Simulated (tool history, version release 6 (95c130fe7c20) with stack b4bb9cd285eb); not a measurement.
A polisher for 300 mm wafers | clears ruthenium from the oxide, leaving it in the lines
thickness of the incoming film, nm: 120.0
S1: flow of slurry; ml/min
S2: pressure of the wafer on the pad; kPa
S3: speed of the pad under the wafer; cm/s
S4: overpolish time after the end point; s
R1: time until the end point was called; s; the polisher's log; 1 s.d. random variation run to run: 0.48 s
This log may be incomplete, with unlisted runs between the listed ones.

run    day   S1    S2   S3  S4      R1
  1  0.000  200  15.9  120  26  85.451
  2  0.242  200  17.2  122  26  79.236
  3  0.308  200  20.0  122  26  66.745
  4  0.512  200  20.7  124  26  63.909
  5  0.879  200  21.4  126  26  63.125
  6  1.071  200  19.3  126  26  67.869
  7  1.242  200  20.0  128  26  64.910

What does the tool deliver on the next run?
  8  1.517  200  20.0  128  26   ?

{"run 8": {"R1": 65.105}}
